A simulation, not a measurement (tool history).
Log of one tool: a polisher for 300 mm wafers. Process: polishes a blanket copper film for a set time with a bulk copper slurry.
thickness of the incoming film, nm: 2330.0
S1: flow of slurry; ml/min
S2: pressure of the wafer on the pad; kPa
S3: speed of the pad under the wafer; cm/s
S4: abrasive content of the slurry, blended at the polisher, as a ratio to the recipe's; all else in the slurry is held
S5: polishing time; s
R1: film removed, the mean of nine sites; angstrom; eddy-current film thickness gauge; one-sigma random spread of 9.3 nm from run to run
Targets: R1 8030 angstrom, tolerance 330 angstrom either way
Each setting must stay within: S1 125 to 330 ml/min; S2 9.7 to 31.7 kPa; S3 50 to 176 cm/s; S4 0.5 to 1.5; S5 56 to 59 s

run	hour	S1	S2	S3	S4	S5	R1
1	0	210	20.7	112	1	56	4821.9
2	6.9	210	22.1	112	1	56	5143.6
3	13.8	210	23.4	112	1	56	5441.3
4	19.2	210	23.4	98	1	56	4913.9
5	27.8	210	24.8	100	1	56	5200.4
6	36.3	210	25.5	102	1	56	5431.6
7	40.8	210	26.2	104	1	56	5667.6
8	48.8	210	26.9	106	1	56	5983.3
9	52.1	210	27.6	108	1	56	6256.5
10	54.5	210	28.3	110	1	56	6514.5

Which of these 4 next moves meets every target?
A	56.9	220	28.3	74	1	56	?
B	56.9	215	29.6	78	1.05	56	?
C	56.9	215	28.3	84	1.1	58	?
D	56.9	245	29	126	0.85	59	?

move	R1
A	4576.5
B	5070.8
C	5427.4
D	8129.5
A: moves away from the targets compared with the last run
B: moves away from the targets compared with the last run
C: moves away from the targets compared with the last run
D: all results in spec
Correct choice: D, which meets every target
